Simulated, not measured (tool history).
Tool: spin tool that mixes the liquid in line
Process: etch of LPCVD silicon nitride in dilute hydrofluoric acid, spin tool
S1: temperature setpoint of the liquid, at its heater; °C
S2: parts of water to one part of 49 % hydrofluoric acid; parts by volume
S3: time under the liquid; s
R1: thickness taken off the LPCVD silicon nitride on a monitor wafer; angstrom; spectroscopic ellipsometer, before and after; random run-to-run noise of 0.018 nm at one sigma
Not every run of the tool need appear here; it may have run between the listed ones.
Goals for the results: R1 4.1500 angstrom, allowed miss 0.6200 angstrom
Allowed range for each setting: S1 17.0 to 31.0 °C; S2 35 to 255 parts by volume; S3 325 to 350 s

| run | hour | S1 | S2 | S3 | R1 |
|---|---|---|---|---|---|
| 1 | 0.0 | 23.0 | 145 | 325 | 9.1198 |
| 2 | 2.0 | 22.0 | 165 | 325 | 6.3002 |
| 3 | 8.4 | 22.0 | 140 | 325 | 7.9506 |
| 4 | 11.6 | 21.0 | 145 | 325 | 7.5870 |
| 5 | 15.2 | 21.0 | 115 | 325 | 9.6117 |
| 6 | 20.6 | 20.0 | 130 | 325 | 7.8381 |
| 7 | 26.6 | 19.5 | 140 | 325 | 7.0676 |
| 8 | 27.8 | 19.0 | 150 | 325 | 6.7386 |
| 9 | 36.2 | 18.5 | 165 | 325 | 5.7422 |

Which single option among these 5 for the next run brings every result within its allowed miss of target? Just one does.
| A | 44.6 | 17.5 | 150 | 350 | ? |
| B | 44.6 | 17.0 | 190 | 325 | ? |
| C | 44.6 | 18.5 | 140 | 325 | ? |
| D | 44.6 | 22.5 | 130 | 350 | ? |
| E | 44.6 | 18.5 | 130 | 350 | ? |

| move | R1 |
|---|---|
| A | 6.0776 |
| B | 4.3477 |
| C | 6.4604 |
| D | 9.7950 |
| E | 7.4739 |
A: lands further from the targets than the last run did
B: each result inside its tolerance
C: lands further from the targets than the last run did
D: lands further from the targets than the last run did
E: lands further from the targets than the last run did
The right move is B.

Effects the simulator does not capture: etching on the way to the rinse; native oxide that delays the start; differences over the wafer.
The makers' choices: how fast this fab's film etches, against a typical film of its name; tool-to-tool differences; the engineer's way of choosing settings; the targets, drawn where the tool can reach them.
